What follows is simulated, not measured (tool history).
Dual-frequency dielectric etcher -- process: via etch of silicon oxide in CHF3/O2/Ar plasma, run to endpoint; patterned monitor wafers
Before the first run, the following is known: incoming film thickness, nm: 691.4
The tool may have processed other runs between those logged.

run  hour  source power (kW)  bias power (kW)  endpoint time (s)
  1     0               0.78            0.145             354.64
  2     6               0.78            0.123             369.71
  3   7.2               0.82            0.126             364.66
  4   9.4               0.85            0.131             353.12
  5  10.5               0.98            0.131             333.74
  6  18.8               0.99            0.132             340.98
  7  22.4               1.01            0.136             329.88
  8  24.6               1.02            0.138              324.5

Estimate the outcome of run 9 from the log above:
  9  33.1               1.03            0.139                  ?

For run 9 the tool returned endpoint time (s) 325.37.
